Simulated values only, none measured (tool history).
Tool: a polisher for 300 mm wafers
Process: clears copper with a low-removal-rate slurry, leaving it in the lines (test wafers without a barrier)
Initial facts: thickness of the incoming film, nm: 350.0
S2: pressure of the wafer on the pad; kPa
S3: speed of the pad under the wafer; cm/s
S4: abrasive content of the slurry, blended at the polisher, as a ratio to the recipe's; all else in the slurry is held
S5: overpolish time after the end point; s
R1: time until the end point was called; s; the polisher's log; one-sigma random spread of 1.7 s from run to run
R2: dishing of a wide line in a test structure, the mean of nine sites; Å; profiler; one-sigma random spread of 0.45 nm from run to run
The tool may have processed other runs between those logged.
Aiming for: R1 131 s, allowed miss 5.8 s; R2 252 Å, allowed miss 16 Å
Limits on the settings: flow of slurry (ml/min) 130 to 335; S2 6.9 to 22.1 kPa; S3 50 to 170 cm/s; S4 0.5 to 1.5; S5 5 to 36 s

{"run": 1, "hour": 0.0, "flow of slurry (ml/min)": 215, "S2": 14.5, "S3": 110, "S4": 1, "S5": 18, "R1": 165.56, "R2": 178.95}
{"run": 2, "hour": 6.3, "flow of slurry (ml/min)": 215, "S2": 15.2, "S3": 110, "S4": 1, "S5": 19, "R1": 159.76, "R2": 198.64}
{"run": 3, "hour": 14.5, "flow of slurry (ml/min)": 215, "S2": 15.2, "S3": 100, "S4": 1, "S5": 19, "R1": 171.99, "R2": 190.72}
{"run": 4, "hour": 15.7, "flow of slurry (ml/min)": 215, "S2": 17.9, "S3": 100, "S4": 1, "S5": 19, "R1": 145.83, "R2": 203.6}
{"run": 5, "hour": 20.4, "flow of slurry (ml/min)": 215, "S2": 17.9, "S3": 100, "S4": 1, "S5": 20, "R1": 143.44, "R2": 213.77}
{"run": 6, "hour": 28.8, "flow of slurry (ml/min)": 245, "S2": 17.9, "S3": 100, "S4": 1, "S5": 20, "R1": 144.35, "R2": 214.53}
{"run": 7, "hour": 32.2, "flow of slurry (ml/min)": 245, "S2": 17.9, "S3": 100, "S4": 1, "S5": 21, "R1": 146.36, "R2": 219.94}
{"run": 8, "hour": 38.2, "flow of slurry (ml/min)": 245, "S2": 18.6, "S3": 100, "S4": 1, "S5": 22, "R1": 138.98, "R2": 230.64}

Exactly one of the 5 candidate moves below puts every result within its allowed miss. Which one?
{"run": "A", "hour": 44.2, "flow of slurry (ml/min)": 270, "S2": 19.3, "S3": 96, "S4": 0.85, "S5": 24, "R1": "?", "R2": "?"}
{"run": "B", "hour": 44.2, "flow of slurry (ml/min)": 235, "S2": 17.9, "S3": 92, "S4": 1.05, "S5": 23, "R1": "?", "R2": "?"}
{"run": "C", "hour": 44.2, "flow of slurry (ml/min)": 280, "S2": 18.6, "S3": 104, "S4": 1.05, "S5": 25, "R1": "?", "R2": "?"}
{"run": "D", "hour": 44.2, "flow of slurry (ml/min)": 255, "S2": 18.6, "S3": 98, "S4": 1.1, "S5": 14, "R1": "?", "R2": "?"}
{"run": "E", "hour": 44.2, "flow of slurry (ml/min)": 200, "S2": 17.9, "S3": 98, "S4": 1, "S5": 20, "R1": "?", "R2": "?"}

move=A R1=145.74 R2=237.28
move=B R1=152.95 R2=226.24
move=C R1=133.7 R2=250.19
move=D R1=138.62 R2=181.01
move=E R1=150.11 R2=212.56
A: misses by more than the last run did
B: misses by more than the last run did
C: every result within its allowed miss
D: misses by more than the last run did
E: misses by more than the last run did
So the answer is move C, the one that meets all the targets.

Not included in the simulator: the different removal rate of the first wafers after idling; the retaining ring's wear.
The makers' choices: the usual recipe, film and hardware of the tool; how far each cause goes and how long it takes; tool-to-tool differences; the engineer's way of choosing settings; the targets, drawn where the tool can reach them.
